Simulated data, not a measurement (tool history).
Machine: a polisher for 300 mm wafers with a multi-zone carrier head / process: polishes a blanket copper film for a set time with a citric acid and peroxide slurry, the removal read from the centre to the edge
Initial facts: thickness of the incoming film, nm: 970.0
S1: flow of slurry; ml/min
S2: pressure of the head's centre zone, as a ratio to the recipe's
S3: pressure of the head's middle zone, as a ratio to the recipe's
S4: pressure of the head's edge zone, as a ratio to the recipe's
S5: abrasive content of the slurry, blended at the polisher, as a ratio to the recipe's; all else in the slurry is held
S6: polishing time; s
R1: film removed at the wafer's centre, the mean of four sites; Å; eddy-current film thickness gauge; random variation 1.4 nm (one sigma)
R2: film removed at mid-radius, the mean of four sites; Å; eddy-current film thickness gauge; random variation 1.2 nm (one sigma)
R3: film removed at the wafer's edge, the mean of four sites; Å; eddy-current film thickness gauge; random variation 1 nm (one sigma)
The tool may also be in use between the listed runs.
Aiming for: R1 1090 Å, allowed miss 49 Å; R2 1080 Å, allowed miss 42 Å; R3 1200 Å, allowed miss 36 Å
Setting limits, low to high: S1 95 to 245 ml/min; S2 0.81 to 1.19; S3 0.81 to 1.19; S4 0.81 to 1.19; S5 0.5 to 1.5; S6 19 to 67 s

run,hour,S1,S2,S3,S4,S5,S6,R1,R2,R3
1,0,155,1,1,1,1,43,882.93,869,878.71
2,2.4,120,1,1,1,1,43,854.78,815.52,836.59
3,9.7,120,1,1,1.09,1,43,850.77,826.83,879.28
4,15.5,140,1,0.99,1.11,1.1,44,928.37,890.58,940.51
5,21.9,140,0.94,0.99,1.11,1.1,44,860.36,873.9,944.73
6,24.3,155,0.94,0.98,1.13,1.2,45,909.85,936.16,1001.6
7,27.2,165,0.94,0.96,1.14,1.25,46,977.39,936.69,1038.3
8,32.9,170,0.93,0.96,1.15,1.3,47,964.42,1008.3,1086.4
9,40.5,175,0.94,0.95,1.16,1.35,47,1004.6,987.49,1098.9
10,46.9,180,0.94,0.95,1.17,1.4,47,1009,1011.1,1111.7
11,48,185,0.94,0.95,1.17,1.4,47,1016.4,1006.4,1113.2
12,53.4,190,0.94,0.95,1.17,1.4,47,1020.5,1002.8,1133.2
13,61.4,230,0.96,1,1.19,1.45,47,1080.5,1106.8,1160.9

Exactly one of the 5 candidate moves below puts every result within its allowed miss. Which one?
A,69.4,225,0.94,0.81,1.19,1.5,48,?,?,?
B,69.4,195,0.9,0.9,1.19,1.1,49,?,?,?
C,69.4,240,0.92,1.07,1.19,1.4,45,?,?,?
D,69.4,230,0.88,0.93,1.19,1.4,46,?,?,?
E,69.4,240,0.92,0.95,1.16,1.25,50,?,?,?

move,R1,R2,R3
A,1074.5,944.84,1191.9
B,967.23,955.26,1127.9
C,982.67,1066,1105.8
D,954.02,982.84,1127.7
E,1067.3,1065.9,1190.5
A: brings the result that was furthest off to its target, and leaves another outside
B: the biggest miss grows against the last run
C: the biggest miss grows against the last run
D: the biggest miss grows against the last run
E: hits every target within its allowed miss
E meets every target.
